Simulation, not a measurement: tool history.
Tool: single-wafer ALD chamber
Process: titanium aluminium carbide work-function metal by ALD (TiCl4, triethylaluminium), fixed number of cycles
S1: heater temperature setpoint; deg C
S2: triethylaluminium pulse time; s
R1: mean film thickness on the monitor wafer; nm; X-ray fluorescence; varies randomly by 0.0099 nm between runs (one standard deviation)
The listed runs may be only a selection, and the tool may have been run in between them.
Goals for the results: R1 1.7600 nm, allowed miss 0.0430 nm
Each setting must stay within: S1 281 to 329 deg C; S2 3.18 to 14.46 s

run	hour	S1	S2	R1
1	0.0	305	8.82	2.0639
2	2.7	296	8.82	1.9813
3	8.1	291	8.82	1.9321
4	11.6	296	8.82	1.9764
5	19.9	293	8.32	1.9224
6	24.7	291	8.01	1.8942
7	30.5	281	5.76	1.6352
8	36.7	283	5.86	1.6616
9	44.5	284	5.94	1.6751
10	49.7	285	6.01	1.6953
11	52.9	291	6.77	1.8270

Consider the 5 candidate settings below. Which is the only one whose results all fall within their allowed miss of target?
A	56.1	281	7.38	?
B	56.1	281	6.21	?
C	56.1	281	5.93	?
D	56.1	281	5.72	?
E	56.1	288	7.82	?

move	R1
A	1.7726
B	1.6822
C	1.6538
D	1.6305
E	1.8579
A: each result inside its tolerance
B: carries the result that was furthest off beyond its target, to the other side
C: carries the result that was furthest off beyond its target, to the other side
D: carries the result that was furthest off beyond its target, to the other side
E: further off than the last run
A meets every target.

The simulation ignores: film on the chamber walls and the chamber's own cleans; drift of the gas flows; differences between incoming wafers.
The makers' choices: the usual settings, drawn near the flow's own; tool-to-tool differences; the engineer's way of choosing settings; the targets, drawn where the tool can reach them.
